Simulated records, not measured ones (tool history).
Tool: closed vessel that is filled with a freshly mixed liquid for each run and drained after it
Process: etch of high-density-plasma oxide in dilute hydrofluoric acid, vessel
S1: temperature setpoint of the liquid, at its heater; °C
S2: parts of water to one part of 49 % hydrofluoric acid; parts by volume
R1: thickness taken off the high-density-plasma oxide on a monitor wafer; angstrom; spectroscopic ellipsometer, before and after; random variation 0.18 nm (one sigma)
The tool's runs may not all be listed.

{"run": 1, "hour": 0.0, "S1": 25, "S2": 100, "time in the liquid (s)": 610, "R1": 736.4}
{"run": 2, "hour": 2.0, "S1": 24, "S2": 100, "time in the liquid (s)": 610, "R1": 708.14}
{"run": 3, "hour": 10.0, "S1": 22.5, "S2": 100, "time in the liquid (s)": 610, "R1": 670.1}
{"run": 4, "hour": 17.8, "S1": 22, "S2": 100, "time in the liquid (s)": 610, "R1": 646.24}
{"run": 5, "hour": 22.2, "S1": 21.5, "S2": 100, "time in the liquid (s)": 610, "R1": 641.03}
{"run": 6, "hour": 29.4, "S1": 21, "S2": 100, "time in the liquid (s)": 610, "R1": 625.38}
{"run": 7, "hour": 37.5, "S1": 20.5, "S2": 100, "time in the liquid (s)": 610, "R1": 608.05}
{"run": 8, "hour": 42.9, "S1": 20, "S2": 100, "time in the liquid (s)": 610, "R1": 601.94}

The next listed run, before its measurement:
{"run": 9, "hour": 44.8, "S1": 19.5, "S2": 100, "time in the liquid (s)": 610, "R1": "?"}

Run 9 gave R1 585.14 angstrom.
